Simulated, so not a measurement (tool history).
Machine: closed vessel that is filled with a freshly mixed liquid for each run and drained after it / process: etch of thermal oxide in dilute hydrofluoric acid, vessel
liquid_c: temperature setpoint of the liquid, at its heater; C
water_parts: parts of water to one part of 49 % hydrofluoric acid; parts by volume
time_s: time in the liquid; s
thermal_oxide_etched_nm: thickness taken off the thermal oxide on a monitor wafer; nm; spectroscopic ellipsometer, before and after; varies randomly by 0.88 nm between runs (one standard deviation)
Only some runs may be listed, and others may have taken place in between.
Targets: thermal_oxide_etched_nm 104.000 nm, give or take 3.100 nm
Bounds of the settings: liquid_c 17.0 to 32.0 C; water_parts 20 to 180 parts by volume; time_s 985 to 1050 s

Run 1, hour 0.0: liquid_c 24.0 C, water_parts 100 parts by volume, time_s 985 s. Result: thermal_oxide_etched_nm 40.023 nm.
Run 2, hour 4.4: liquid_c 25.0 C, water_parts 90 parts by volume, time_s 985 s. Result: thermal_oxide_etched_nm 46.825 nm.
Run 3, hour 6.8: liquid_c 26.0 C, water_parts 85 parts by volume, time_s 985 s. Result: thermal_oxide_etched_nm 52.262 nm.
Run 4, hour 7.4: liquid_c 26.0 C, water_parts 105 parts by volume, time_s 985 s. Result: thermal_oxide_etched_nm 41.449 nm.
Run 5, hour 11.8: liquid_c 27.0 C, water_parts 95 parts by volume, time_s 985 s. Result: thermal_oxide_etched_nm 48.159 nm.
At hour 17.0: hydrofluoric acid flow meter replaced.
Run 6, hour 17.0: liquid_c 27.5 C, water_parts 90 parts by volume, time_s 985 s. Result: thermal_oxide_etched_nm 57.959 nm.
Run 7, hour 19.7: liquid_c 31.5 C, water_parts 65 parts by volume, time_s 985 s. Result: thermal_oxide_etched_nm 95.185 nm.
Run 8, hour 22.2: liquid_c 32.0 C, water_parts 60 parts by volume, time_s 985 s. Result: thermal_oxide_etched_nm 107.180 nm.

4 candidate next runs follow, results not yet known. Just one meets every target within its allowed miss. Identify it.
Run A, hour 24.7: liquid_c 31.5 C, water_parts 60 parts by volume, time_s 1020 s. Result: thermal_oxide_etched_nm ?.
Run B, hour 24.7: liquid_c 32.0 C, water_parts 65 parts by volume, time_s 1030 s. Result: thermal_oxide_etched_nm ?.
Run C, hour 24.7: liquid_c 32.0 C, water_parts 60 parts by volume, time_s 995 s. Result: thermal_oxide_etched_nm ?.
Run D, hour 24.7: liquid_c 32.0 C, water_parts 60 parts by volume, time_s 1035 s. Result: thermal_oxide_etched_nm ?.

move  thermal_oxide_etched_nm
   A                  110.150
   B                  103.840
   C                  109.530
   D                  113.940
A: the biggest miss grows against the last run
B: every result within its allowed miss
C: the biggest miss grows against the last run
D: the biggest miss grows against the last run
Go with B: it meets all targets.

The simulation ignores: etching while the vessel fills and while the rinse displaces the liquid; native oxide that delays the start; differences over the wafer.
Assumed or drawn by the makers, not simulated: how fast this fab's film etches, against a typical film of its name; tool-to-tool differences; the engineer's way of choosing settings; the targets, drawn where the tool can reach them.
